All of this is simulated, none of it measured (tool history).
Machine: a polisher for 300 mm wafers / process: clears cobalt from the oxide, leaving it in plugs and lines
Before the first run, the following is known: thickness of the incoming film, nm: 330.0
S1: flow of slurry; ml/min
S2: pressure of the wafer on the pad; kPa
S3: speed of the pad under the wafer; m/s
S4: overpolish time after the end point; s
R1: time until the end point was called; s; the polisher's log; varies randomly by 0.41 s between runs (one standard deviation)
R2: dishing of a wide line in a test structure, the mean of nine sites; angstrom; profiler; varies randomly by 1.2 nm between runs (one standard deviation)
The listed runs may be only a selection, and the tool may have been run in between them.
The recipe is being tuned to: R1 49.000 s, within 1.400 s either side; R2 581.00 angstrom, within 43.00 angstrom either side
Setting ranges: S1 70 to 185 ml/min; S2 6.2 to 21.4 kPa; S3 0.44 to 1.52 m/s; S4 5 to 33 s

run 1 hour=0.0 | S1=120 S2=13.8 S3=0.98 S4=17 | R1=66.563 R2=511.92
run 2 hour=6.8 | S1=130 S2=15.2 S3=0.98 S4=17 | R1=59.012 R2=536.89
run 3 hour=7.8 | S1=130 S2=15.2 S3=0.88 S4=17 | R1=66.242 R2=522.25
run 4 hour=10.2 | S1=115 S2=15.2 S3=0.88 S4=17 | R1=67.236 R2=495.52
run 5 hour=18.1 | S1=125 S2=16.5 S3=0.88 S4=17 | R1=60.380 R2=513.81
-- hour=19.4 slurry nozzle cleaned
run 6 hour=19.4 | S1=125 S2=16.5 S3=0.88 S4=24 | R1=57.274 R2=620.61
run 7 hour=24.6 | S1=125 S2=16.5 S3=0.88 S4=24 | R1=56.663 R2=615.26
run 8 hour=27.5 | S1=130 S2=17.2 S3=0.88 S4=22 | R1=54.137 R2=605.25

5 candidate next runs follow, results not yet known. Just one meets every target within its allowed miss. Identify it.
run A hour=30.4 | S1=130 S2=20.7 S3=0.82 S4=17 | R1=? R2=?
run B hour=30.4 | S1=140 S2=15.9 S3=1.02 S4=23 | R1=? R2=?
run C hour=30.4 | S1=105 S2=19.3 S3=0.82 S4=18 | R1=? R2=?
run D hour=30.4 | S1=135 S2=20.7 S3=0.88 S4=16 | R1=? R2=?
run E hour=30.4 | S1=100 S2=19.3 S3=1.02 S4=11 | R1=? R2=?

move=A R1=49.205 R2=579.56
move=B R1=52.583 R2=637.51
move=C R1=54.095 R2=569.97
move=D R1=46.176 R2=580.10
move=E R1=45.290 R2=482.95
A: each result inside its tolerance
B: closes in on the targets versus the last run, not all within tolerance yet
C: just as far off the targets as the last run
D: pushes the last run's worst result past its target
E: pushes the last run's worst result past its target
The right move is A.
